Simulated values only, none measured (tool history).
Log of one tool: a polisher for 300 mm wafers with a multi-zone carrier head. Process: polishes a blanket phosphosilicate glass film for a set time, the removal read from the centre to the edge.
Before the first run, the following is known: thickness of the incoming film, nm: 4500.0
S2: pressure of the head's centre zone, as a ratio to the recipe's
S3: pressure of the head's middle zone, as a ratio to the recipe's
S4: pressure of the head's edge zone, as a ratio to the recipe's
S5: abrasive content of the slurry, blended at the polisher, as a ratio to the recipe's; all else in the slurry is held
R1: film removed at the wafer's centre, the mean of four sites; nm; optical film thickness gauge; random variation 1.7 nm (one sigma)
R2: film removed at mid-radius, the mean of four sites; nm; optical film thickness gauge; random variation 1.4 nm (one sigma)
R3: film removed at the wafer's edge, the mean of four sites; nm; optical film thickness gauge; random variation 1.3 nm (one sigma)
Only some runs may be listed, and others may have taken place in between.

Run 1, hour 0: flow of slurry (ml/min) 135, S2 1, S3 1, S4 1, S5 1, polishing time (s) 48. Result: R1 191.41 nm, R2 195.15 nm, R3 194.15 nm.
Run 2, hour 1.1: flow of slurry (ml/min) 135, S2 1, S3 1, S4 1, S5 1.2, polishing time (s) 48. Result: R1 205.51 nm, R2 214.24 nm, R3 214.15 nm.
Run 3, hour 7.5: flow of slurry (ml/min) 135, S2 1, S3 0.94, S4 1, S5 1.2, polishing time (s) 48. Result: R1 203.76 nm, R2 202.41 nm, R3 211.44 nm.
Run 4, hour 11.8: flow of slurry (ml/min) 165, S2 1, S3 0.94, S4 1, S5 1.2, polishing time (s) 48. Result: R1 221.67 nm, R2 217.61 nm, R3 223.93 nm.
Run 5, hour 15.6: flow of slurry (ml/min) 145, S2 0.97, S3 0.95, S4 0.95, S5 1.05, polishing time (s) 48. Result: R1 197.29 nm, R2 198.06 nm, R3 196.55 nm.
Run 6, hour 24.3: flow of slurry (ml/min) 145, S2 0.97, S3 0.95, S4 1, S5 1.05, polishing time (s) 48. Result: R1 195.04 nm, R2 196.46 nm, R3 204.09 nm.
Run 7, hour 31.6: flow of slurry (ml/min) 130, S2 0.94, S3 0.96, S4 0.95, S5 1, polishing time (s) 48. Result: R1 173.2 nm, R2 188.11 nm, R3 189.67 nm.
Run 8, hour 34.2: flow of slurry (ml/min) 120, S2 0.95, S3 0.96, S4 0.91, S5 0.95, polishing time (s) 48. Result: R1 167.73 nm, R2 180.43 nm, R3 177.05 nm.
Run 9, hour 39.7: flow of slurry (ml/min) 110, S2 0.95, S3 0.96, S4 0.88, S5 0.9, polishing time (s) 48. Result: R1 159.02 nm, R2 168.7 nm, R3 165.81 nm.
Run 10, hour 42: flow of slurry (ml/min) 105, S2 0.95, S3 0.97, S4 0.86, S5 0.9, polishing time (s) 48. Result: R1 155.18 nm, R2 164.91 nm, R3 163.59 nm.
At hour 50.1: slurry nozzle cleaned.
Run 11, hour 50.1: flow of slurry (ml/min) 105, S2 0.97, S3 1.05, S4 0.81, S5 0.8, polishing time (s) 48. Result: R1 169.71 nm, R2 181.65 nm, R3 160.89 nm.
Run 12, hour 57.1: flow of slurry (ml/min) 100, S2 0.96, S3 1.04, S4 0.81, S5 0.8, polishing time (s) 48. Result: R1 164.19 nm, R2 180.98 nm, R3 158.24 nm.
Run 13, hour 65.1: flow of slurry (ml/min) 95, S2 0.96, S3 1.02, S4 0.82, S5 0.8, polishing time (s) 48. Result: R1 161.73 nm, R2 176.17 nm, R3 156.48 nm.

Run 14, settings as shown, results not yet in. Your forecast:
Run 14, hour 72.3: flow of slurry (ml/min) 95, S2 0.95, S3 1, S4 0.82, S5 0.8, polishing time (s) 48. Result: R1 ?, R2 ?, R3 ?.

{"run 14": {"R1": 160.09, "R2": 174.26, "R3": 155.67}}
